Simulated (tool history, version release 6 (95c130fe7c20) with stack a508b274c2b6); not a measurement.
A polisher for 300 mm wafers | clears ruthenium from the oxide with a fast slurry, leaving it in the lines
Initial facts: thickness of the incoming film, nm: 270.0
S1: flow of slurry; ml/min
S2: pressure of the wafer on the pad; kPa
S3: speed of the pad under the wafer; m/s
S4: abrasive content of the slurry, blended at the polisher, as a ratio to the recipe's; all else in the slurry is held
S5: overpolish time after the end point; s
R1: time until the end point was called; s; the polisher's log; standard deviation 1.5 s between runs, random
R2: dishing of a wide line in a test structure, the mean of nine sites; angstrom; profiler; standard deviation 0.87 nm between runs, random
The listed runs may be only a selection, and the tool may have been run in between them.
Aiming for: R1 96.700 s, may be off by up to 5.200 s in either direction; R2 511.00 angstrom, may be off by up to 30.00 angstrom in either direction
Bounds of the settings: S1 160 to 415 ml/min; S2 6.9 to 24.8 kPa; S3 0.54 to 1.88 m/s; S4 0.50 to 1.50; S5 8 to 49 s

Run 1, hour 0.0: S1 265 ml/min, S2 15.9 kPa, S3 1.20 m/s, S4 1.00, S5 25 s. Result: R1 74.488 s, R2 501.70 angstrom.
Run 2, hour 0.9: S1 265 ml/min, S2 18.6 kPa, S3 1.20 m/s, S4 1.00, S5 25 s. Result: R1 63.625 s, R2 535.51 angstrom.
Run 3, hour 6.4: S1 265 ml/min, S2 18.6 kPa, S3 1.32 m/s, S4 1.00, S5 25 s. Result: R1 59.588 s, R2 588.40 angstrom.
Run 4, hour 9.0: S1 265 ml/min, S2 18.6 kPa, S3 1.32 m/s, S4 0.80, S5 25 s. Result: R1 66.471 s, R2 549.43 angstrom.
Run 5, hour 13.4: S1 265 ml/min, S2 17.9 kPa, S3 1.32 m/s, S4 0.80, S5 26 s. Result: R1 70.108 s, R2 538.37 angstrom.
Run 6, hour 21.3: S1 265 ml/min, S2 17.9 kPa, S3 1.50 m/s, S4 0.80, S5 26 s. Result: R1 63.364 s, R2 586.27 angstrom.
Run 7, hour 26.4: S1 265 ml/min, S2 17.2 kPa, S3 1.50 m/s, S4 0.80, S5 27 s. Result: R1 62.690 s, R2 593.62 angstrom.
At hour 28.0: slurry nozzle cleaned.
Run 8, hour 28.0: S1 265 ml/min, S2 16.5 kPa, S3 1.50 m/s, S4 0.80, S5 28 s. Result: R1 66.409 s, R2 595.62 angstrom.
Run 9, hour 33.9: S1 265 ml/min, S2 15.9 kPa, S3 1.50 m/s, S4 0.80, S5 28 s. Result: R1 67.060 s, R2 579.67 angstrom.

Which of these 5 next moves meets every target?
Run A, hour 39.8: S1 255 ml/min, S2 13.1 kPa, S3 1.24 m/s, S4 0.65, S5 47 s. Result: R1 ?, R2 ?.
Run B, hour 39.8: S1 275 ml/min, S2 17.2 kPa, S3 1.66 m/s, S4 1.00, S5 25 s. Result: R1 ?, R2 ?.
Run C, hour 39.8: S1 235 ml/min, S2 16.5 kPa, S3 1.82 m/s, S4 1.00, S5 26 s. Result: R1 ?, R2 ?.
Run D, hour 39.8: S1 220 ml/min, S2 14.5 kPa, S3 1.24 m/s, S4 0.80, S5 32 s. Result: R1 ?, R2 ?.
Run E, hour 39.8: S1 310 ml/min, S2 13.1 kPa, S3 1.20 m/s, S4 0.75, S5 33 s. Result: R1 ?, R2 ?.

move       R1      R2
   A  106.250  609.72
   B   50.024  655.11
   C   48.139  683.92
   D   87.448  540.18
   E   98.220  509.77
A: pushes the last run's worst result past its target
B: moves away from the targets compared with the last run
C: moves away from the targets compared with the last run
D: closer than the last run, but not yet in spec
E: all results in spec
The move that meets every target is E.

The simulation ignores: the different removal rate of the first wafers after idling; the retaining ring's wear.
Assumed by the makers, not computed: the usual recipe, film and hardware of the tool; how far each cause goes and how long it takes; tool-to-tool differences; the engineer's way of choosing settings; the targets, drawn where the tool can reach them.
